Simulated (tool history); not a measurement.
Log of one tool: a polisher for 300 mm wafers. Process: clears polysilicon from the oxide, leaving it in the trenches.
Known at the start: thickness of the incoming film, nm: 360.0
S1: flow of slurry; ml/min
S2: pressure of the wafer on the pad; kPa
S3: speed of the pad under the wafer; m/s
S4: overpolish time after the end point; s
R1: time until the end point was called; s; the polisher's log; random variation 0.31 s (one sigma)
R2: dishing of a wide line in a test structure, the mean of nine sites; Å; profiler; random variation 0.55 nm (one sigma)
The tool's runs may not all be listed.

{"run": 1, "day": 0.0, "S1": 145, "S2": 17.9, "S3": 0.84, "S4": 10, "R1": 32.083, "R2": 351.15}
{"run": 2, "day": 0.196, "S1": 145, "S2": 17.9, "S3": 0.84, "S4": 8, "R1": 32.229, "R2": 340.65}
{"run": 3, "day": 0.308, "S1": 140, "S2": 17.2, "S3": 0.84, "S4": 6, "R1": 33.261, "R2": 317.01}
{"run": 4, "day": 0.383, "S1": 140, "S2": 17.2, "S3": 0.7, "S4": 6, "R1": 39.727, "R2": 280.4}
{"run": 5, "day": 0.692, "S1": 145, "S2": 17.2, "S3": 0.7, "S4": 6, "R1": 39.493, "R2": 302.06}
{"run": 6, "day": 0.796, "S1": 145, "S2": 17.2, "S3": 0.7, "S4": 3, "R1": 39.63, "R2": 196.87}
{"run": 7, "day": 0.912, "S1": 145, "S2": 17.2, "S3": 0.7, "S4": 3, "R1": 39.902, "R2": 196.05}

The next listed run, before its measurement:
{"run": 8, "day": 1.05, "S1": 135, "S2": 17.9, "S3": 0.7, "S4": 4, "R1": "?", "R2": "?"}

R1: 38.574 s
R2: 238.42 Å

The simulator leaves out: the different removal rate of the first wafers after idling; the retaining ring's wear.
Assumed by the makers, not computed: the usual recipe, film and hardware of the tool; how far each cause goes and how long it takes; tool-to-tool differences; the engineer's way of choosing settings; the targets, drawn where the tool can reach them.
